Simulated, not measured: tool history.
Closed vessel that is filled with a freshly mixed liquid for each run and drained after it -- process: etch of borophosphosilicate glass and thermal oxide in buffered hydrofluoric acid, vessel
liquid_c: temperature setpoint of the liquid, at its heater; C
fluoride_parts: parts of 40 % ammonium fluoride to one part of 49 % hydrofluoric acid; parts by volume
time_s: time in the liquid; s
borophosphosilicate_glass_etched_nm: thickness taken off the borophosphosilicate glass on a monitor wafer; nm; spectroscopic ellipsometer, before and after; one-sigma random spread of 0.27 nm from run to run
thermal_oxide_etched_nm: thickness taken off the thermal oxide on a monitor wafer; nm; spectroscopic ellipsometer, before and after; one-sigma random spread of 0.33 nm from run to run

run,hour,liquid_c,fluoride_parts,time_s,borophosphosilicate_glass_etched_nm,thermal_oxide_etched_nm
1,0,22,7,60,150.03,89.108
2,6.1,22,5,60,201.8,118.71
3,7.1,18.5,5,60,166.93,98.184
4,15.6,18.5,5,75,208.95,121.6
5,18.5,18,6.5,75,160.55,95.311
6,19,18,6.5,95,203.01,120.12
7,19.9,18,8,95,164.95,97.564

Run 8, settings as shown, results not yet in. Your forecast:
8,21.1,18,8,95,?,?

{"run 8": {"borophosphosilicate_glass_etched_nm": 163.94, "thermal_oxide_etched_nm": 97.057}}

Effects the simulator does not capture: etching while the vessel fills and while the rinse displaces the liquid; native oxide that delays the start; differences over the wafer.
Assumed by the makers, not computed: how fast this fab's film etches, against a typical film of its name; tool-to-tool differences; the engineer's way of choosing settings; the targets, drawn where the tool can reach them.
